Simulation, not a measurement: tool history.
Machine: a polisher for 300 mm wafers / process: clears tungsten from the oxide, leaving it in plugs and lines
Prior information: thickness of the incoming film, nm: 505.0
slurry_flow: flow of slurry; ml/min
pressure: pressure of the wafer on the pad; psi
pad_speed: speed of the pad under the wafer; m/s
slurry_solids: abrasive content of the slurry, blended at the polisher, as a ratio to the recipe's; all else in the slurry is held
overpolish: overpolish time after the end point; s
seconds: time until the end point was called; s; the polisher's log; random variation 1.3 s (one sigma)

run    day  slurry_flow  pressure  pad_speed  slurry_solids  overpolish  seconds
  1  0.000          210       3.1       0.84            1.0           7  156.050
  2  0.071          210       3.7       0.88            1.0           7  128.020
  3  0.171          210       3.2       0.88            1.0           7  142.160
  4  0.508          210       3.2       0.88            1.0           7  144.510
  5  0.558          210       3.7       0.94            1.0           7  116.700
  6  0.800          210       4.1       0.96            1.0           7  105.590
  7  1.100          210       4.4       1.00            1.0           7   93.720

The next listed run, before its measurement:
  8  1.150          210       4.6       1.02            1.0           7        ?

For run 8 the tool returned seconds 89.095 s.
